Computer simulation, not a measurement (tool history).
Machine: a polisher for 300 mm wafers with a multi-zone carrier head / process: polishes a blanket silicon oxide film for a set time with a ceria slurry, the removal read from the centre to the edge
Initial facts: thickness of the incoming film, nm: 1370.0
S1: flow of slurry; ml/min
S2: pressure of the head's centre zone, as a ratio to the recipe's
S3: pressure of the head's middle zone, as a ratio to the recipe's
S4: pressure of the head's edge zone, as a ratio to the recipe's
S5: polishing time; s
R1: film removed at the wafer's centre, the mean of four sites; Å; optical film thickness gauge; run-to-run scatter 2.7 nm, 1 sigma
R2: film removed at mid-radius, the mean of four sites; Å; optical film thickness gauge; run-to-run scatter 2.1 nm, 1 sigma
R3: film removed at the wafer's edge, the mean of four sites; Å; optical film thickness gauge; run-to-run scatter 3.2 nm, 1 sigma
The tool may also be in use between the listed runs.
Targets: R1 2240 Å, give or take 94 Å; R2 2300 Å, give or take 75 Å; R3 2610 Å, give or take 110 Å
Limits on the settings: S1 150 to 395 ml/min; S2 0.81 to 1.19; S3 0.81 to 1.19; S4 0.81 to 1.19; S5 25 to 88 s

Run 1, hour 0: S1 250 ml/min, S2 1, S3 1, S4 1, S5 56 s. Result: R1 3433.1 Å, R2 3330.8 Å, R3 3466.9 Å.
Run 2, hour 1.9: S1 250 ml/min, S2 1, S3 0.92, S4 1, S5 56 s. Result: R1 3447.6 Å, R2 3098 Å, R3 3458.7 Å.
Run 3, hour 10.2: S1 240 ml/min, S2 0.95, S3 0.9, S4 0.98, S5 52 s. Result: R1 3013.2 Å, R2 2816.9 Å, R3 3241.8 Å.
Run 4, hour 14.4: S1 290 ml/min, S2 0.95, S3 0.9, S4 0.98, S5 52 s. Result: R1 3124.3 Å, R2 2911.8 Å, R3 3319.6 Å.
Run 5, hour 18: S1 270 ml/min, S2 0.92, S3 0.9, S4 0.95, S5 49 s. Result: R1 2871.9 Å, R2 2700.3 Å, R3 2932.2 Å.
Run 6, hour 20.5: S1 250 ml/min, S2 0.89, S3 0.89, S4 0.96, S5 47 s. Result: R1 2603 Å, R2 2556 Å, R3 2842 Å.
Run 7, hour 26.7: S1 235 ml/min, S2 0.87, S3 0.88, S4 0.95, S5 47 s. Result: R1 2522.5 Å, R2 2475.6 Å, R3 2852.3 Å.
Run 8, hour 34.4: S1 235 ml/min, S2 0.87, S3 0.88, S4 0.95, S5 47 s. Result: R1 2499.6 Å, R2 2502.1 Å, R3 2772.9 Å.
Run 9, hour 35.9: S1 220 ml/min, S2 0.86, S3 0.87, S4 0.94, S5 47 s. Result: R1 2414.8 Å, R2 2496.7 Å, R3 2798.6 Å.
Run 10, hour 42.7: S1 215 ml/min, S2 0.86, S3 0.86, S4 0.93, S5 46 s. Result: R1 2364.2 Å, R2 2354.7 Å, R3 2690.2 Å.

Of the 5 settings listed for the next run, only one would bring every result within its allowed miss of target. Which one?
Run A, hour 49.5: S1 215 ml/min, S2 0.86, S3 0.89, S4 0.98, S5 43 s. Result: R1 ?, R2 ?, R3 ?.
Run B, hour 49.5: S1 175 ml/min, S2 0.93, S3 0.81, S4 1.19, S5 45 s. Result: R1 ?, R2 ?, R3 ?.
Run C, hour 49.5: S1 215 ml/min, S2 0.9, S3 0.86, S4 0.97, S5 47 s. Result: R1 ?, R2 ?, R3 ?.
Run D, hour 49.5: S1 215 ml/min, S2 0.81, S3 0.81, S4 1, S5 43 s. Result: R1 ?, R2 ?, R3 ?.
Run E, hour 49.5: S1 195 ml/min, S2 0.85, S3 0.81, S4 0.99, S5 48 s. Result: R1 ?, R2 ?, R3 ?.

move      R1      R2      R3
   A  2241.1  2268.2    2557
   B  2419.6  2117.6    2875
   C  2553.5  2409.5  2782.4
   D  2120.5  2099.8  2584.8
   E  2430.1  2306.3  2837.4
A: all results in spec
B: its largest miss is bigger than the last run's
C: its largest miss is bigger than the last run's
D: pushes the last run's worst result past its target
E: its largest miss is bigger than the last run's
The move that meets every target is A.
